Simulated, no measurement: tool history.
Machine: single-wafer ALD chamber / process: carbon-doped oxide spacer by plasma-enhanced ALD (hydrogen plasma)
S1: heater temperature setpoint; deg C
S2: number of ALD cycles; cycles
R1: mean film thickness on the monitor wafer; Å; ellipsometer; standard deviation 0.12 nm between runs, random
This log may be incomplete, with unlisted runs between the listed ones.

| run | hour | S1 | S2 | R1 |
|---|---|---|---|---|
| 1 | 0.0 | 395 | 450 | 218.72 |
| 2 | 4.0 | 395 | 388 | 187.26 |
| 3 | 9.3 | 395 | 409 | 198.09 |
| 4 | 11.7 | 388 | 409 | 199.64 |
| 5 | 17.2 | 388 | 376 | 181.35 |
| 6 | 21.9 | 388 | 441 | 216.34 |
| 7 | 30.8 | 388 | 449 | 217.73 |
| 8 | 37.9 | 388 | 458 | 222.81 |
| 9 | 45.4 | 388 | 465 | 224.33 |
| 10 | 48.1 | 388 | 472 | 228.83 |
|  | 57.1 | thermocouple changed; heater temperature recalibrated |
| 11 | 57.1 | 388 | 477 | 230.69 |
| 12 | 62.2 | 388 | 481 | 233.32 |
| 13 | 63.8 | 388 | 484 | 235.67 |

Forecast run 14:
| 14 | 67.4 | 388 | 486 | ? |

R1: 237.09 Å

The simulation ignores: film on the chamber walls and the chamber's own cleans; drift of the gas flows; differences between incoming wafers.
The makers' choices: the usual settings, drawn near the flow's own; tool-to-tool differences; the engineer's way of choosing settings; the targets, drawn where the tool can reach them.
